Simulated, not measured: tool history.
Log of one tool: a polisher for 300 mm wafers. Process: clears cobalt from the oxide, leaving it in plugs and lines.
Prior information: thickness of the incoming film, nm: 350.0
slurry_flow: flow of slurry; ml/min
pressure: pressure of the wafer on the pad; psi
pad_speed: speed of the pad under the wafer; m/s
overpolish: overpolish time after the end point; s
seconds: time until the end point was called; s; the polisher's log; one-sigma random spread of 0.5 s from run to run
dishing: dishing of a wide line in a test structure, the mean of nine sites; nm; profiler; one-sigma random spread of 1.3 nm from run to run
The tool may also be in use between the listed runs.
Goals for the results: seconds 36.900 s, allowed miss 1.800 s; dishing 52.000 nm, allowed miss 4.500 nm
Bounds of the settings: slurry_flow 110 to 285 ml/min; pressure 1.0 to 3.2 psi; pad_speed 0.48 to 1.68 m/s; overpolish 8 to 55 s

run  hour  slurry_flow  pressure  pad_speed  overpolish  seconds  dishing
  1   0.0          180       2.1       1.08          28   72.406   48.090
  2   4.2          180       2.4       1.08          28   61.514   49.750
  3  12.1          180       2.4       1.08          38   62.377   50.540
  4  19.0          180       2.4       1.08          29   62.510   52.357
  5  25.8          180       2.4       0.90          29   74.112   48.061
  6  31.8          180       2.1       0.90          29   87.273   48.145
  7  39.5          190       2.7       1.20          27   50.093   53.276
  8  46.7          195       3.2       1.30          16   39.443   47.768
  9  54.3          195       3.2       1.32          17   38.935   49.564

Pick the move, out of 5, that brings all results within their allowed miss; only one does.
  A  61.9          200       3.2       1.48           8        ?        ?
  B  61.9          245       3.2       1.46           8        ?        ?
  C  61.9          200       3.2       1.52          17        ?        ?
  D  61.9          205       3.2       1.54          16        ?        ?
  E  61.9          180       2.9       1.56          26        ?        ?

move  seconds  dishing
   A   34.572   39.759
   B   34.135   39.996
   C   33.682   50.550
   D   33.138   50.179
   E   36.742   52.429
A: takes the biggest miss from the last run beyond its target
B: takes the biggest miss from the last run beyond its target
C: takes the biggest miss from the last run beyond its target
D: takes the biggest miss from the last run beyond its target
E: all results land within tolerance of their targets
Correct choice: E, which meets every target

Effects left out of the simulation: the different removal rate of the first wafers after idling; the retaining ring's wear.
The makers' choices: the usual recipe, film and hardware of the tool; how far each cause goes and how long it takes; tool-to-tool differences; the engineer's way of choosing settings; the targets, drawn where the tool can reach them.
